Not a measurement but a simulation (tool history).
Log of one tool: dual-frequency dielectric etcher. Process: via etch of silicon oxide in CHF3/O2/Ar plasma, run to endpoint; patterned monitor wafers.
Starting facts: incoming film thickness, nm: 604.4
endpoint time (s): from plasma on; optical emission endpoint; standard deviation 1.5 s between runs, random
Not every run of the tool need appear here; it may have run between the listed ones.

Run 1, day 0: source power (kW) 0.52, bias power (kW) 0.183. Result: endpoint time (s) 325.69.
Run 2, day 0.317: source power (kW) 0.56, bias power (kW) 0.183. Result: endpoint time (s) 320.17.
Run 3, day 0.371: source power (kW) 0.65, bias power (kW) 0.183. Result: endpoint time (s) 300.07.
Run 4, day 0.429: source power (kW) 0.59, bias power (kW) 0.177. Result: endpoint time (s) 314.82.
Run 5, day 0.729: source power (kW) 0.59, bias power (kW) 0.198. Result: endpoint time (s) 307.22.
Run 6, day 0.808: source power (kW) 0.59, bias power (kW) 0.178. Result: endpoint time (s) 314.43.
Run 7, day 0.938: source power (kW) 0.54, bias power (kW) 0.172. Result: endpoint time (s) 329.83.
Run 8, day 1.071: source power (kW) 0.51, bias power (kW) 0.169. Result: endpoint time (s) 336.01.
Run 9, day 1.283: source power (kW) 0.48, bias power (kW) 0.165. Result: endpoint time (s) 345.28.
Run 10, day 1.617: source power (kW) 0.46, bias power (kW) 0.163. Result: endpoint time (s) 354.98.

Run 11 has not been measured yet. What should we expect?
Run 11, day 1.708: source power (kW) 0.45, bias power (kW) 0.162. Result: endpoint time (s) ?.

endpoint time (s): 358.7

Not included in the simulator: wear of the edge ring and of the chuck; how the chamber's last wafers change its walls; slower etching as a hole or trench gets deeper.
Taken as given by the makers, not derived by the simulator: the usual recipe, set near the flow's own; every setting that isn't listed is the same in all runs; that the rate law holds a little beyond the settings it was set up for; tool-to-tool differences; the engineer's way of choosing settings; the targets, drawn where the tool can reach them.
